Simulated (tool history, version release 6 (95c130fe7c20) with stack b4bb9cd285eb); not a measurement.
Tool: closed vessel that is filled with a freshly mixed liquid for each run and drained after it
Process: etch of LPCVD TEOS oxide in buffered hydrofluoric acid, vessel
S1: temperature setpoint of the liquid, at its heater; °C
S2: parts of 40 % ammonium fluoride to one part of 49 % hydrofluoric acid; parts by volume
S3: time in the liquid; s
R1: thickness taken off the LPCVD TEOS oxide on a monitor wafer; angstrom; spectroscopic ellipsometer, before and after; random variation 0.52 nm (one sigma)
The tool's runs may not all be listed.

Run 1, hour 0.0: S1 20.0 °C, S2 14.0 parts by volume, S3 90 s. Result: R1 1418.7 angstrom.
Run 2, hour 4.8: S1 22.0 °C, S2 14.0 parts by volume, S3 90 s. Result: R1 1598.4 angstrom.
Run 3, hour 11.5: S1 24.0 °C, S2 14.0 parts by volume, S3 90 s. Result: R1 1775.6 angstrom.
Run 4, hour 14.8: S1 24.0 °C, S2 14.0 parts by volume, S3 100 s. Result: R1 1974.7 angstrom.
Run 5, hour 16.1: S1 24.0 °C, S2 10.0 parts by volume, S3 100 s. Result: R1 2738.6 angstrom.
Run 6, hour 25.0: S1 21.5 °C, S2 12.5 parts by volume, S3 100 s. Result: R1 1906.1 angstrom.
Run 7, hour 26.0: S1 20.0 °C, S2 13.5 parts by volume, S3 100 s. Result: R1 1645.2 angstrom.
Run 8, hour 28.9: S1 19.0 °C, S2 14.5 parts by volume, S3 100 s. Result: R1 1452.5 angstrom.
Run 9, hour 34.9: S1 18.5 °C, S2 15.0 parts by volume, S3 100 s. Result: R1 1354.7 angstrom.
Run 10, hour 41.0: S1 18.0 °C, S2 15.5 parts by volume, S3 100 s. Result: R1 1281.2 angstrom.
Run 11, hour 44.9: S1 17.5 °C, S2 16.0 parts by volume, S3 100 s. Result: R1 1207.3 angstrom.

The next listed run, before its measurement:
Run 12, hour 52.4: S1 17.5 °C, S2 16.5 parts by volume, S3 100 s. Result: R1 ?.

R1: 1172.4 angstrom
